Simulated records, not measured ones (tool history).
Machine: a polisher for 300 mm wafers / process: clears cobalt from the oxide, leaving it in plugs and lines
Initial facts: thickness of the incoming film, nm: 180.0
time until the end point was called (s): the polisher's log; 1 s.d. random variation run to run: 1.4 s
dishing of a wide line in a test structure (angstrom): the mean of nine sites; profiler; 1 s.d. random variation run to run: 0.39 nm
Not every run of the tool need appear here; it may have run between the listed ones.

run  hour  flow of slurry (ml/min)  pressure of the wafer on the pad (kPa)  speed of the pad under the wafer (cm/s)  overpolish time after the end point (s)  time until the end point was called (s)  dishing of a wide line in a test structure (angstrom)
  1   0.0                      215                                    11.7                                       90                                       11                                   49.063                                                 238.73
  2   7.3                      215                                    11.7                                       90                                       15                                   48.520                                                 284.69
  3  13.7                      215                                    13.8                                       90                                       15                                   42.390                                                 312.89
  4  19.3                      215                                    11.7                                       86                                       13                                   49.870                                                 251.70
  5  23.8                      190                                    11.7                                       86                                       13                                   52.387                                                 250.70
     29.3  -- head pressure recalibrated
  6  29.3                      190                                    10.3                                       84                                       11                                   60.594                                                 194.63
  7  38.2                      185                                     9.7                                       84                                       11                                   65.371                                                 190.63
  8  43.8                      185                                     9.0                                       84                                       10                                   68.205                                                 168.52

Expected results for the next run?
  9  49.2                      180                                     9.0                                       84                                       10                                        ?                                                      ?

time until the end point was called (s): 69.638
dishing of a wide line in a test structure (angstrom): 164.82

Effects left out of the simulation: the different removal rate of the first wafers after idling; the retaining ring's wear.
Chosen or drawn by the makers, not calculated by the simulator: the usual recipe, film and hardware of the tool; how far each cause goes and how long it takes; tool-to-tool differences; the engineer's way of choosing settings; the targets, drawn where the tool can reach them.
